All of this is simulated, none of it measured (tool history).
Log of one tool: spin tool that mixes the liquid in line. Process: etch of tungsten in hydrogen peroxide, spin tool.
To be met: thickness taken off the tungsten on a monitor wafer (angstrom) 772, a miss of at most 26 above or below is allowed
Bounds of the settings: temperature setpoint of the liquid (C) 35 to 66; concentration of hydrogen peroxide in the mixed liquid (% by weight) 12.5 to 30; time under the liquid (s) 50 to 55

run,hour,temperature setpoint of the liquid (C),concentration of hydrogen peroxide in the mixed liquid (% by weight),time under the liquid (s),thickness taken off the tungsten on a monitor wafer (angstrom)
1,0,51,24.5,50,1675.9
2,4.3,51,24.5,55,1861.3
3,5.6,51,28,55,1984.6
4,11.3,54.5,28,55,2492.8
5,20.1,54.5,28,50,2216.3
6,26.3,54.5,28,55,2464.8
7,34.6,49,27.5,55,1728.9
8,41.3,45.5,27.5,55,1411.5
9,48.6,45.5,27.5,55,1396.1
10,56.1,37.5,27,55,829.49
11,61.9,37,27,55,802.54

Next run, 5 choices. One meets every target within its allowed miss, the rest don't. Which?
A,67.7,37.5,27.5,55,?
B,67.7,38.5,25,55,?
C,67.7,39,23,55,?
D,67.7,35.5,30,55,?
E,67.7,41,22,50,?

move,thickness taken off the tungsten on a monitor wafer (angstrom)
A,848.8
B,864.45
C,856.8
D,776.04
E,867.7
A: misses by more than the last run did
B: misses by more than the last run did
C: misses by more than the last run did
D: every result lands within tolerance
E: misses by more than the last run did
Move D is the one to make.

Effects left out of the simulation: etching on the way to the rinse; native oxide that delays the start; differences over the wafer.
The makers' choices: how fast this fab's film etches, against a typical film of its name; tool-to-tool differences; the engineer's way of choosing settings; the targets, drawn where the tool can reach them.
